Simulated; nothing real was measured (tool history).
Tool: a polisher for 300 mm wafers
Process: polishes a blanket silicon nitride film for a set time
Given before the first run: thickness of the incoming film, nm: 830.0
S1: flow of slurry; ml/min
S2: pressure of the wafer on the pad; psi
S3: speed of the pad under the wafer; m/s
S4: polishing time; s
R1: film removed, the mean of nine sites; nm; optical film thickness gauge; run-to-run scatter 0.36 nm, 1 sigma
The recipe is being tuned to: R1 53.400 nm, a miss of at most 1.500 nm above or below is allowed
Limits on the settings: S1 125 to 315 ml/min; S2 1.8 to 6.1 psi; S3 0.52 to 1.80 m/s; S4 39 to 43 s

Run 1, hour 0.0: S1 205 ml/min, S2 3.9 psi, S3 1.16 m/s, S4 43 s. Result: R1 100.430 nm.
Run 2, hour 7.8: S1 225 ml/min, S2 3.9 psi, S3 1.16 m/s, S4 43 s. Result: R1 102.120 nm.
Run 3, hour 11.5: S1 220 ml/min, S2 3.7 psi, S3 1.14 m/s, S4 43 s. Result: R1 94.631 nm.
Run 4, hour 12.4: S1 260 ml/min, S2 3.7 psi, S3 1.14 m/s, S4 43 s. Result: R1 96.493 nm.
Run 5, hour 16.2: S1 260 ml/min, S2 3.7 psi, S3 0.98 m/s, S4 43 s. Result: R1 85.443 nm.
Run 6, hour 22.8: S1 260 ml/min, S2 3.5 psi, S3 0.98 m/s, S4 43 s. Result: R1 81.003 nm.
Run 7, hour 31.4: S1 260 ml/min, S2 3.3 psi, S3 0.98 m/s, S4 43 s. Result: R1 76.458 nm.
Run 8, hour 38.7: S1 260 ml/min, S2 3.2 psi, S3 0.98 m/s, S4 43 s. Result: R1 73.307 nm.
Run 9, hour 47.6: S1 260 ml/min, S2 3.1 psi, S3 0.98 m/s, S4 43 s. Result: R1 71.948 nm.
Run 10, hour 50.0: S1 260 ml/min, S2 3.0 psi, S3 0.98 m/s, S4 43 s. Result: R1 70.174 nm.
Run 11, hour 56.7: S1 260 ml/min, S2 2.9 psi, S3 0.98 m/s, S4 43 s. Result: R1 67.763 nm.
Run 12, hour 59.8: S1 260 ml/min, S2 2.8 psi, S3 0.98 m/s, S4 43 s. Result: R1 65.014 nm.
Run 13, hour 60.9: S1 260 ml/min, S2 2.7 psi, S3 0.98 m/s, S4 43 s. Result: R1 63.627 nm.
Run 14, hour 61.7: S1 260 ml/min, S2 2.6 psi, S3 0.98 m/s, S4 43 s. Result: R1 61.379 nm.

4 candidate next runs follow, results not yet known. Just one meets every target within its allowed miss. Identify it.
Run A, hour 62.5: S1 265 ml/min, S2 2.6 psi, S3 1.18 m/s, S4 41 s. Result: R1 ?.
Run B, hour 62.5: S1 295 ml/min, S2 2.7 psi, S3 1.24 m/s, S4 39 s. Result: R1 ?.
Run C, hour 62.5: S1 230 ml/min, S2 2.4 psi, S3 1.02 m/s, S4 40 s. Result: R1 ?.
Run D, hour 62.5: S1 225 ml/min, S2 2.8 psi, S3 0.82 m/s, S4 43 s. Result: R1 ?.

move      R1
   A  67.820
   B  70.181
   C  53.915
   D  56.290
A: its largest miss is bigger than the last run's
B: its largest miss is bigger than the last run's
C: every result within its allowed miss
D: gains on the last run, yet a result remains outside its allowed miss
Go with C: it meets all targets.
